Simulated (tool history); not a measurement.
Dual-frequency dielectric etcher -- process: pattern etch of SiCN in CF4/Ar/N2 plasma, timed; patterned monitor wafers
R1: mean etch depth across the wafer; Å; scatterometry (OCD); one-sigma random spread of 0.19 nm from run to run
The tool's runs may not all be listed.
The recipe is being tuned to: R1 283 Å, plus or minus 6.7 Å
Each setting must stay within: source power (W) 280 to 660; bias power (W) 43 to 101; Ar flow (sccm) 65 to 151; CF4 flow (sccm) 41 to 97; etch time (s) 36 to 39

run 1 hour=0 | source_power_(W)=470 bias_power_(W)=72 Ar_flow_(sccm)=108 CF4_flow_(sccm)=69 etch_time_(s)=39 | R1=351.75
run 2 hour=1.1 | source_power_(W)=450 bias_power_(W)=72 Ar_flow_(sccm)=108 CF4_flow_(sccm)=69 etch_time_(s)=39 | R1=338.56
run 3 hour=8.8 | source_power_(W)=430 bias_power_(W)=72 Ar_flow_(sccm)=108 CF4_flow_(sccm)=69 etch_time_(s)=39 | R1=324
run 4 hour=9.3 | source_power_(W)=420 bias_power_(W)=72 Ar_flow_(sccm)=108 CF4_flow_(sccm)=69 etch_time_(s)=39 | R1=319.88
run 5 hour=11.8 | source_power_(W)=410 bias_power_(W)=72 Ar_flow_(sccm)=108 CF4_flow_(sccm)=69 etch_time_(s)=39 | R1=315.29
run 6 hour=18.3 | source_power_(W)=400 bias_power_(W)=72 Ar_flow_(sccm)=108 CF4_flow_(sccm)=69 etch_time_(s)=39 | R1=310.64
run 7 hour=22.1 | source_power_(W)=390 bias_power_(W)=72 Ar_flow_(sccm)=108 CF4_flow_(sccm)=69 etch_time_(s)=39 | R1=301.19
run 8 hour=28.5 | source_power_(W)=380 bias_power_(W)=72 Ar_flow_(sccm)=108 CF4_flow_(sccm)=69 etch_time_(s)=39 | R1=298.73
run 9 hour=29.9 | source_power_(W)=370 bias_power_(W)=72 Ar_flow_(sccm)=108 CF4_flow_(sccm)=69 etch_time_(s)=39 | R1=290.57

Which single option among these 4 for the next run brings every result within its allowed miss of target? Just one does.
run A hour=31.3 | source_power_(W)=420 bias_power_(W)=74 Ar_flow_(sccm)=102 CF4_flow_(sccm)=69 etch_time_(s)=36 | R1=?
run B hour=31.3 | source_power_(W)=390 bias_power_(W)=76 Ar_flow_(sccm)=102 CF4_flow_(sccm)=72 etch_time_(s)=38.5 | R1=?
run C hour=31.3 | source_power_(W)=370 bias_power_(W)=70 Ar_flow_(sccm)=104 CF4_flow_(sccm)=71 etch_time_(s)=38 | R1=?
run D hour=31.3 | source_power_(W)=410 bias_power_(W)=62 Ar_flow_(sccm)=105 CF4_flow_(sccm)=70 etch_time_(s)=37.5 | R1=?

move=A R1=301.5
move=B R1=307.12
move=C R1=284.83
move=D R1=297.45
A: moves away from the targets compared with the last run
B: moves away from the targets compared with the last run
C: in spec on every target
D: moves away from the targets compared with the last run
Correct choice: C, which meets every target
